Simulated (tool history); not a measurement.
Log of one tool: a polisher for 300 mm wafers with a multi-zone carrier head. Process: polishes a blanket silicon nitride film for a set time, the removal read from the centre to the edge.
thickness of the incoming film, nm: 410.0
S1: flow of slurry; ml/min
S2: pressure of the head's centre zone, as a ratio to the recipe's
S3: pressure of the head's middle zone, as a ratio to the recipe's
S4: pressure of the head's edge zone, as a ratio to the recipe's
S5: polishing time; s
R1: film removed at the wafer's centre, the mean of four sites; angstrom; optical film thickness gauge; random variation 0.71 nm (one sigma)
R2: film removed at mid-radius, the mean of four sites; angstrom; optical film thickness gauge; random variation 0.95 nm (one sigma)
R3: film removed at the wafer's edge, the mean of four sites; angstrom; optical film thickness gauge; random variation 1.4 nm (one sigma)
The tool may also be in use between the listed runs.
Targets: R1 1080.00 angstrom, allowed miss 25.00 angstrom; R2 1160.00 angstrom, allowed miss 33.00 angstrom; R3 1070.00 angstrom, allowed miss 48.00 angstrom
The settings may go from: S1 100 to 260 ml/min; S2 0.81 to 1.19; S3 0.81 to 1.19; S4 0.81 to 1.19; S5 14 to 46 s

Run 1, hour 0.0: S1 165 ml/min, S2 1.00, S3 1.00, S4 1.00, S5 30 s. Result: R1 729.36 angstrom, R2 743.19 angstrom, R3 742.39 angstrom.
Run 2, hour 7.8: S1 165 ml/min, S2 1.00, S3 1.00, S4 1.00, S5 24 s. Result: R1 584.63 angstrom, R2 594.75 angstrom, R3 576.62 angstrom.
Run 3, hour 14.8: S1 175 ml/min, S2 1.01, S3 1.03, S4 1.02, S5 26 s. Result: R1 646.25 angstrom, R2 679.33 angstrom, R3 672.88 angstrom.
Run 4, hour 16.0: S1 175 ml/min, S2 1.01, S3 1.03, S4 1.02, S5 21 s. Result: R1 515.09 angstrom, R2 537.69 angstrom, R3 534.64 angstrom.
Run 5, hour 23.8: S1 185 ml/min, S2 1.03, S3 1.05, S4 1.02, S5 23 s. Result: R1 595.19 angstrom, R2 604.37 angstrom, R3 582.53 angstrom.
Run 6, hour 25.1: S1 185 ml/min, S2 1.03, S3 1.05, S4 1.02, S5 20 s. Result: R1 514.96 angstrom, R2 528.64 angstrom, R3 511.92 angstrom.
Run 7, hour 28.9: S1 190 ml/min, S2 1.04, S3 1.07, S4 1.03, S5 22 s. Result: R1 575.36 angstrom, R2 594.55 angstrom, R3 564.63 angstrom.
At hour 33.0: slurry nozzle cleaned.
Run 8, hour 33.0: S1 195 ml/min, S2 1.05, S3 1.09, S4 1.05, S5 24 s. Result: R1 662.45 angstrom, R2 695.58 angstrom, R3 628.67 angstrom.
Run 9, hour 37.7: S1 195 ml/min, S2 1.05, S3 1.09, S4 1.07, S5 26 s. Result: R1 717.36 angstrom, R2 737.82 angstrom, R3 702.47 angstrom.
Run 10, hour 40.2: S1 200 ml/min, S2 1.05, S3 1.11, S4 1.09, S5 27 s. Result: R1 742.11 angstrom, R2 788.99 angstrom, R3 738.39 angstrom.
Run 11, hour 48.0: S1 205 ml/min, S2 1.06, S3 1.12, S4 1.10, S5 28 s. Result: R1 786.45 angstrom, R2 822.17 angstrom, R3 756.58 angstrom.
Run 12, hour 55.8: S1 205 ml/min, S2 1.06, S3 1.13, S4 1.11, S5 29 s. Result: R1 802.49 angstrom, R2 851.12 angstrom, R3 813.69 angstrom.
Run 13, hour 61.1: S1 210 ml/min, S2 1.06, S3 1.14, S4 1.11, S5 30 s. Result: R1 835.45 angstrom, R2 898.73 angstrom, R3 829.05 angstrom.

5 next moves are on the table. One of them brings every result within its allowed miss. Which?
Run A, hour 66.4: S1 250 ml/min, S2 1.05, S3 1.14, S4 1.11, S5 38 s. Result: R1 ?, R2 ?, R3 ?.
Run B, hour 66.4: S1 220 ml/min, S2 1.03, S3 0.99, S4 1.19, S5 41 s. Result: R1 ?, R2 ?, R3 ?.
Run C, hour 66.4: S1 220 ml/min, S2 1.12, S3 1.15, S4 1.13, S5 38 s. Result: R1 ?, R2 ?, R3 ?.
Run D, hour 66.4: S1 220 ml/min, S2 1.01, S3 1.09, S4 1.19, S5 40 s. Result: R1 ?, R2 ?, R3 ?.
Run E, hour 66.4: S1 225 ml/min, S2 1.08, S3 1.17, S4 1.05, S5 35 s. Result: R1 ?, R2 ?, R3 ?.

move       R1       R2       R3
   A  1091.60  1188.10  1089.80
   B  1133.10  1118.20  1206.30
   C  1144.00  1177.10  1086.10
   D  1084.60  1183.90  1175.30
   E  1019.40  1104.20   966.00
A: meets every target
B: takes the result that was furthest off past its target
C: takes the result that was furthest off past its target
D: brings the result that was furthest off to its target, and leaves another outside
E: nearer than the last run, and not there yet
Move A is the one to make.
